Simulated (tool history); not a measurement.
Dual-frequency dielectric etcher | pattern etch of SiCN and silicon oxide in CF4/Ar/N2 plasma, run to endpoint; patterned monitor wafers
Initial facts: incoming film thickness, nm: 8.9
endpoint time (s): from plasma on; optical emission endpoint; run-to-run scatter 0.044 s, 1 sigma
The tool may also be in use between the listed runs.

run	hour	source power (W)	bias power (W)	Ar flow (sccm)	CF4 flow (sccm)	endpoint time (s)
1	0.0	570	65	90	51	7.9468
2	6.3	530	64	90	51	8.6049
3	11.2	500	64	90	51	9.1550
4	12.1	480	64	90	51	9.6171
5	20.2	480	64	97	51	9.6518
6	28.8	460	64	97	51	10.0690
7	32.8	450	64	97	51	10.2560

The next listed run, before its measurement:
8	34.0	440	64	97	51	?

{"run 8": {"endpoint time (s)": 10.54}}
